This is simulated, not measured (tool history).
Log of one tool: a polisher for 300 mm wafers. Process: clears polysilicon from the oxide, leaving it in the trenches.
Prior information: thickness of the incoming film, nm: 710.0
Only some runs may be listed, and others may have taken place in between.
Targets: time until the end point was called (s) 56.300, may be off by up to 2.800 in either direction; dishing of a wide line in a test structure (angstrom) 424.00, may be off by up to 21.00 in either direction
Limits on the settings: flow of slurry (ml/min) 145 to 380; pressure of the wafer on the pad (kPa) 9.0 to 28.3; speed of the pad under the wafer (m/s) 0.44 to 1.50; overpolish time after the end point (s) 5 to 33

| run | hour | flow of slurry (ml/min) | pressure of the wafer on the pad (kPa) | speed of the pad under the wafer (m/s) | overpolish time after the end point (s) | time until the end point was called (s) | dishing of a wide line in a test structure (angstrom) |
|---|---|---|---|---|---|---|---|
| 1 | 0.0 | 245 | 18.6 | 0.96 | 17 | 40.349 | 427.33 |
| 2 | 5.6 | 245 | 17.9 | 0.96 | 17 | 41.500 | 432.26 |
| 3 | 6.5 | 245 | 17.9 | 0.80 | 17 | 49.047 | 423.73 |
| 4 | 7.5 | 245 | 17.9 | 0.58 | 17 | 66.133 | 433.38 |
| 5 | 10.7 | 245 | 17.9 | 0.48 | 17 | 78.998 | 412.40 |
| 6 | 18.9 | 245 | 15.9 | 0.48 | 17 | 87.718 | 394.12 |
| 7 | 25.9 | 245 | 15.9 | 0.50 | 17 | 83.694 | 408.85 |
| 8 | 34.1 | 245 | 16.5 | 0.52 | 16 | 80.306 | 414.39 |
| 9 | 42.4 | 245 | 17.2 | 0.52 | 17 | 75.935 | 415.15 |
| 10 | 48.0 | 245 | 22.1 | 0.54 | 22 | 62.006 | 430.77 |
| 11 | 48.7 | 245 | 22.1 | 0.56 | 22 | 60.124 | 445.71 |
| 12 | 53.2 | 245 | 22.1 | 0.56 | 21 | 60.274 | 434.64 |
| 13 | 61.7 | 245 | 22.1 | 0.56 | 20 | 61.546 | 431.94 |
| 14 | 65.1 | 245 | 22.1 | 0.56 | 19 | 60.800 | 435.14 |

Of the 4 settings listed for the next run, only one would bring every result within its allowed miss of target. Which one?
| A | 68.5 | 180 | 28.3 | 0.56 | 13 | ? | ? |
| B | 68.5 | 300 | 25.5 | 0.52 | 15 | ? | ? |
| C | 68.5 | 220 | 23.4 | 0.66 | 20 | ? | ? |
| D | 68.5 | 195 | 24.1 | 0.66 | 16 | ? | ? |

| move | time until the end point was called (s) | dishing of a wide line in a test structure (angstrom) |
|---|---|---|
| A | 50.546 | 419.72 |
| B | 56.558 | 420.84 |
| C | 48.866 | 428.78 |
| D | 48.254 | 426.44 |
A: moves the result that the last run missed by most past its target, out the other side
B: in spec on every target
C: moves the result that the last run missed by most past its target, out the other side
D: moves the result that the last run missed by most past its target, out the other side
The right move is B.

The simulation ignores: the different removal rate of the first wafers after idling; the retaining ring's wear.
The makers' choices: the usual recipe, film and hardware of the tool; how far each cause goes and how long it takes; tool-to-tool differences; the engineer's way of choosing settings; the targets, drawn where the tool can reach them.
